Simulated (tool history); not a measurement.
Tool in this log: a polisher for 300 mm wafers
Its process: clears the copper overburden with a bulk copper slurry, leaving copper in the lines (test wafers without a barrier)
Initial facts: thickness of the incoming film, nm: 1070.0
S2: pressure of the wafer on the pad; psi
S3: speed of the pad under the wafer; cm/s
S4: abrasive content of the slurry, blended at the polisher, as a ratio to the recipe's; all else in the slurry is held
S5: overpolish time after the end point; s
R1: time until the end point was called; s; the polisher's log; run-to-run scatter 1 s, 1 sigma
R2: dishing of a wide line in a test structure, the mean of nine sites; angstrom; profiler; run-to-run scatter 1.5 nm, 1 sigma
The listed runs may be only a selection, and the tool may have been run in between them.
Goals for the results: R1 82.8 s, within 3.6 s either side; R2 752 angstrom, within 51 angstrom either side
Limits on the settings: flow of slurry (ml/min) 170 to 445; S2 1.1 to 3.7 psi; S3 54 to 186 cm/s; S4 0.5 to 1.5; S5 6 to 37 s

{"run": 1, "hour": 0.0, "flow of slurry (ml/min)": 285, "S2": 2.4, "S3": 118, "S4": 1, "S5": 19, "R1": 141.98, "R2": 600.95}
{"run": 2, "hour": 6.4, "flow of slurry (ml/min)": 285, "S2": 2.5, "S3": 118, "S4": 1, "S5": 19, "R1": 140.86, "R2": 605.2}
{"run": 3, "hour": 8.6, "flow of slurry (ml/min)": 285, "S2": 2.6, "S3": 120, "S4": 1, "S5": 19, "R1": 133.74, "R2": 658.09}
{"run": 4, "hour": 14.3, "flow of slurry (ml/min)": 285, "S2": 2.7, "S3": 122, "S4": 1, "S5": 18, "R1": 125.57, "R2": 612.29}
{"run": 5, "hour": 19.7, "flow of slurry (ml/min)": 285, "S2": 2.8, "S3": 122, "S4": 1, "S5": 18, "R1": 119.98, "R2": 629.16}
{"run": 6, "hour": 20.4, "flow of slurry (ml/min)": 285, "S2": 2.9, "S3": 122, "S4": 1, "S5": 18, "R1": 117.21, "R2": 661.31}
{"run": 7, "hour": 22.4, "flow of slurry (ml/min)": 285, "S2": 3, "S3": 122, "S4": 1, "S5": 18, "R1": 115.64, "R2": 683.58}
{"run": 8, "hour": 30.0, "flow of slurry (ml/min)": 285, "S2": 3.1, "S3": 124, "S4": 1, "S5": 18, "R1": 110.05, "R2": 687.91}

Exercise: of the 5 proposed moves below, exactly one satisfies all targets within the stated allowed misses. Which move is it?
{"run": "A", "hour": 37.6, "flow of slurry (ml/min)": 275, "S2": 3.1, "S3": 168, "S4": 0.9, "S5": 20, "R1": "?", "R2": "?"}
{"run": "B", "hour": 37.6, "flow of slurry (ml/min)": 230, "S2": 3.6, "S3": 162, "S4": 1.15, "S5": 15, "R1": "?", "R2": "?"}
{"run": "C", "hour": 37.6, "flow of slurry (ml/min)": 255, "S2": 2.9, "S3": 88, "S4": 0.55, "S5": 26, "R1": "?", "R2": "?"}
{"run": "D", "hour": 37.6, "flow of slurry (ml/min)": 265, "S2": 3.7, "S3": 164, "S4": 0.9, "S5": 18, "R1": "?", "R2": "?"}
{"run": "E", "hour": 37.6, "flow of slurry (ml/min)": 365, "S2": 2.6, "S3": 122, "S4": 1.2, "S5": 13, "R1": "?", "R2": "?"}

move=A R1=82.391 R2=733.91
move=B R1=71.054 R2=734.05
move=C R1=183.03 R2=627.48
move=D R1=71.155 R2=765.07
move=E R1=123.13 R2=543.48
A: meets every target
B: moves the result that the last run missed by most past its target, out the other side
C: its largest miss is bigger than the last run's
D: moves the result that the last run missed by most past its target, out the other side
E: its largest miss is bigger than the last run's
Correct choice: A, which meets every target

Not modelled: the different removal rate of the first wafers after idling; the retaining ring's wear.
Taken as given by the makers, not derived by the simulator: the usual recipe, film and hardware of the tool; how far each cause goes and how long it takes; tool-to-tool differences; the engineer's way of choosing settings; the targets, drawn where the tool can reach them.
